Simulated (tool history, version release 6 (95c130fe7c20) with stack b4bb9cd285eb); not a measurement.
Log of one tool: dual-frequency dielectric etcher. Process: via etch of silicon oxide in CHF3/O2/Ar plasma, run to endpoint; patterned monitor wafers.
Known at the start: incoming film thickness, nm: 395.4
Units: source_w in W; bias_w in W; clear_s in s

{"run": 1, "hour": 0.0, "source_w": 630, "bias_w": 198, "clear_s": 196.01}
{"run": 2, "hour": 8.0, "source_w": 630, "bias_w": 179, "clear_s": 207.52}
{"run": 3, "hour": 12.0, "source_w": 580, "bias_w": 179, "clear_s": 209.95}
{"run": 4, "hour": 12.9, "source_w": 580, "bias_w": 152, "clear_s": 227.91}
{"run": 5, "hour": 15.8, "source_w": 640, "bias_w": 152, "clear_s": 223.73}
{"run": 6, "hour": 20.9, "source_w": 740, "bias_w": 152, "clear_s": 216.64}
{"run": 7, "hour": 24.5, "source_w": 770, "bias_w": 169, "clear_s": 202.1}

Forecast run 8:
{"run": 8, "hour": 32.6, "source_w": 790, "bias_w": 179, "clear_s": "?"}

clear_s: 196.79 s
